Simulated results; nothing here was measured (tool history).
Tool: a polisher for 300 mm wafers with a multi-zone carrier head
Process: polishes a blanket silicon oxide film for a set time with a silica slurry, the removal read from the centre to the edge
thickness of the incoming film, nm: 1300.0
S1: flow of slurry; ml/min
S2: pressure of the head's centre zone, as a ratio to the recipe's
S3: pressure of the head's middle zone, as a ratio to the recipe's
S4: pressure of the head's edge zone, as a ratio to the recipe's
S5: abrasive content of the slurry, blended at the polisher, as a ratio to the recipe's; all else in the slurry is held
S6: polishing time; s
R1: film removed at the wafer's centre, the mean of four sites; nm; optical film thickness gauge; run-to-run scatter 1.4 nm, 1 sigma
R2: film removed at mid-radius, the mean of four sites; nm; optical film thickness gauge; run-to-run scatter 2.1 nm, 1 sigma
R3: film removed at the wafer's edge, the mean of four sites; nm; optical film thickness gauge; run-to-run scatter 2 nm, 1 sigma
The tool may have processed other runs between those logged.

run	day	S1	S2	S3	S4	S5	S6	R1	R2	R3
1	0.000	125	1.00	1.00	1.00	1.00	38	195.43	194.17	199.90
2	0.238	125	1.00	1.00	1.00	1.00	46	240.39	241.03	241.34
3	0.258	125	1.00	1.00	1.00	1.00	51	264.26	264.97	259.09
4	0.438	120	1.00	0.96	0.98	0.90	50	238.58	228.46	238.25
5	0.762	115	1.00	0.94	0.94	0.80	50	217.77	207.28	211.81
6	0.788	115	1.00	0.94	0.94	0.80	44	185.19	174.20	184.14
7	0.812	110	1.01	0.93	0.94	0.80	44	189.31	176.09	183.15
8	1.071	105	1.01	0.91	0.94	0.80	44	184.89	172.63	180.81
9	1.312	85	1.04	0.81	0.94	0.75	44	168.34	137.75	162.31
10	1.642	90	1.04	0.82	0.94	0.75	44	173.99	148.68	165.98

Run 11 is up next; what results do you expect?
11	1.854	90	1.04	0.82	0.95	0.75	44	?	?	?

R1: 173.12 nm
R2: 146.21 nm
R3: 169.72 nm

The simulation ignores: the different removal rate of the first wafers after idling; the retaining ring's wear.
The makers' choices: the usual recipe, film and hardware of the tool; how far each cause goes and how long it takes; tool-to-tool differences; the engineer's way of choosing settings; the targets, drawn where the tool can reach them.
